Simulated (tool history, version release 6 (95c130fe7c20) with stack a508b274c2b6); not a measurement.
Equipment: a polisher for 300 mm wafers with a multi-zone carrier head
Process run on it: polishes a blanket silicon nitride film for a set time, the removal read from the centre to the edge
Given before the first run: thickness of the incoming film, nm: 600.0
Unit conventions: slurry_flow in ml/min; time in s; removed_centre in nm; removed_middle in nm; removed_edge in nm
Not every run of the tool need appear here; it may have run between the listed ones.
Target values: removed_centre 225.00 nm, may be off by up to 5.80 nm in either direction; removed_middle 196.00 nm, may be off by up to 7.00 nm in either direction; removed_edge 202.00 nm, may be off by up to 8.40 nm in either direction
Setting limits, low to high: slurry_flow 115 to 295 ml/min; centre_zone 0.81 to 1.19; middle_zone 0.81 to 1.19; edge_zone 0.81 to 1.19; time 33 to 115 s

run    day  slurry_flow  centre_zone  middle_zone  edge_zone  time  removed_centre  removed_middle  removed_edge
  1  0.000          190         1.00         1.00       1.00    73          137.86          136.02        140.76
  2  0.079          205         1.05         1.02       1.04    79          161.13          152.39        157.23
  3  0.329          250         1.05         1.02       1.04    79          167.65          155.62        162.46
  4  0.554          250         1.12         1.02       1.04    79          177.90          158.20        161.57
  5  0.900          250         1.12         0.97       1.04    79          175.04          149.69        161.89
     1.267  -- edge zone pressure recalibrated
  6  1.267          250         1.12         0.97       1.12    79          178.41          152.65        158.82
  7  1.500          260         1.12         0.98       1.11    84          187.55          162.15        169.64
  8  1.617          265         1.13         0.99       1.10    88          198.85          175.74        177.59

Which single option among these 4 for the next run brings every result within its allowed miss of target? Just one does.
  A  1.733          245         1.12         0.98       1.11   100               ?               ?             ?
  B  1.733          285         1.11         1.05       1.00    77               ?               ?             ?
  C  1.733          260         0.89         0.99       1.05    95               ?               ?             ?
  D  1.733          245         1.15         0.85       0.96   108               ?               ?             ?

move  removed_centre  removed_middle  removed_edge
   A          221.89          193.43        202.12
   B          172.69          159.16        151.63
   C          168.56          186.65        189.06
   D          245.91          189.57        207.30
A: hits every target within its allowed miss
B: its largest miss is bigger than the last run's
C: its largest miss is bigger than the last run's
D: moves the result that the last run missed by most past its target, out the other side
The move that meets every target is A.
